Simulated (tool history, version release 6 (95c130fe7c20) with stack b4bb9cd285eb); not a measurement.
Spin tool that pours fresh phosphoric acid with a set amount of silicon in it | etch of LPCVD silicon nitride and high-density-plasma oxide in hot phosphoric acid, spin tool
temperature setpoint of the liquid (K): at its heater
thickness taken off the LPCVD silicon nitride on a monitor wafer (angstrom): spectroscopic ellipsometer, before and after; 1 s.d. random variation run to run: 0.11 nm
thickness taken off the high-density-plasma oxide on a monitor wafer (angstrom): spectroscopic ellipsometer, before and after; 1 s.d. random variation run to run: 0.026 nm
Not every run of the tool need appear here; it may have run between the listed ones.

run,hour,temperature setpoint of the liquid (K),silicon dissolved in the acid as it is poured (mg a litre),time under the liquid (s),thickness taken off the LPCVD silicon nitride on a monitor wafer (angstrom),thickness taken off the high-density-plasma oxide on a monitor wafer (angstrom)
1,0.0,437.15,21.5,180,175.97,9.6569
2,1.8,437.15,15.5,180,177.24,10.8710
3,2.9,436.15,10.5,170,160.71,11.3450
4,7.3,435.15,8.5,165,149.41,10.2740
5,11.3,436.65,8.5,165,157.56,11.8690
6,20.1,436.65,3.5,165,158.39,13.0400
7,22.1,435.65,3.0,160,148.96,11.6740

Forecast run 8:
8,29.0,435.15,2.0,155,?,?

For run 8 the tool returned thickness taken off the LPCVD silicon nitride on a monitor wafer (angstrom) 141.97, thickness taken off the high-density-plasma oxide on a monitor wafer (angstrom) 11.5890.

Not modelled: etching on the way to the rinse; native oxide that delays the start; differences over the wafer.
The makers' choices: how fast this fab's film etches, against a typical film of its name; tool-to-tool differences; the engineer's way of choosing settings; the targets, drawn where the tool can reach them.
